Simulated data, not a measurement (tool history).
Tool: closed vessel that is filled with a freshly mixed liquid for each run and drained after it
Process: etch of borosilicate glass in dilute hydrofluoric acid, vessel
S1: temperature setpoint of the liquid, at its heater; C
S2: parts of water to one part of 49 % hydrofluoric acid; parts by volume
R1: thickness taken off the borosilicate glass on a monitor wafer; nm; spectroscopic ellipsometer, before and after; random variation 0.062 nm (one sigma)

run 1 day=0.000 | S1=24.0 S2=40 time_in_the_liquid_(s)=35 | R1=35.399
run 2 day=0.129 | S1=22.5 S2=45 time_in_the_liquid_(s)=35 | R1=29.137
run 3 day=0.350 | S1=21.0 S2=45 time_in_the_liquid_(s)=35 | R1=27.319
run 4 day=0.558 | S1=21.0 S2=30 time_in_the_liquid_(s)=35 | R1=41.932
run 5 day=0.867 | S1=21.0 S2=20 time_in_the_liquid_(s)=35 | R1=63.837
run 6 day=1.092 | S1=21.0 S2=35 time_in_the_liquid_(s)=35 | R1=35.922
run 7 day=1.308 | S1=20.0 S2=40 time_in_the_liquid_(s)=35 | R1=29.955

The next listed run, before its measurement:
-- day=1.546 thermometer replaced
run 8 day=1.546 | S1=19.5 S2=40 time_in_the_liquid_(s)=35 | R1=?

{"run 8": {"R1": 26.356}}
